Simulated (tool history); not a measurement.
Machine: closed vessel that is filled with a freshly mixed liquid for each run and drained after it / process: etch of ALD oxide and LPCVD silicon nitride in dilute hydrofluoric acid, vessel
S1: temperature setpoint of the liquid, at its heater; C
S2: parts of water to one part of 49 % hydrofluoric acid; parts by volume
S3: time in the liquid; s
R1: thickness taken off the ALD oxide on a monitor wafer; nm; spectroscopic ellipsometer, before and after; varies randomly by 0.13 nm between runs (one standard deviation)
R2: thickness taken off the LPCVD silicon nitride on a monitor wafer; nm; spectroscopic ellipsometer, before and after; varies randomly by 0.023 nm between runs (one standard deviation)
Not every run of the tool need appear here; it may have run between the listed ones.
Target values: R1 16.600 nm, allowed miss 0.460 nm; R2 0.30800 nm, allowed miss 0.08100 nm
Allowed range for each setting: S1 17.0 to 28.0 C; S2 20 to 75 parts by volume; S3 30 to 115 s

run	hour	S1	S2	S3	R1	R2
1	0.0	20.0	45	60	27.989	0.50130
2	6.3	20.0	60	60	20.871	0.36658
3	7.8	19.5	60	60	19.927	0.37472
4	15.0	23.0	60	60	23.616	0.53684
5	19.8	22.0	60	60	22.679	0.45250
6	20.9	21.0	60	60	21.848	0.40893
7	28.6	21.0	60	60	21.831	0.43960
8	31.2	20.5	60	60	21.099	0.42145
9	36.5	20.0	60	60	20.600	0.34860
10	42.0	20.0	65	60	18.973	0.42485
11	45.2	19.5	65	60	18.292	0.33624
12	52.9	19.0	65	60	18.090	0.35204

Below are 5 possible settings for the next run. Only one of them brings all results inside the allowed miss of their targets. Which is it?
A	60.6	18.0	70	65	?	?
B	60.6	19.5	55	45	?	?
C	60.6	20.5	75	55	?	?
D	60.6	19.0	70	55	?	?
E	60.6	21.5	65	55	?	?

move	R1	R2
A	17.328	0.30127
B	16.556	0.29279
C	15.116	0.28339
D	15.298	0.27333
E	18.401	0.34900
A: better than the last run, though not everything is in spec
B: meets every target
C: pushes the last run's worst result past its target
D: pushes the last run's worst result past its target
E: the biggest miss grows against the last run
B meets every target.

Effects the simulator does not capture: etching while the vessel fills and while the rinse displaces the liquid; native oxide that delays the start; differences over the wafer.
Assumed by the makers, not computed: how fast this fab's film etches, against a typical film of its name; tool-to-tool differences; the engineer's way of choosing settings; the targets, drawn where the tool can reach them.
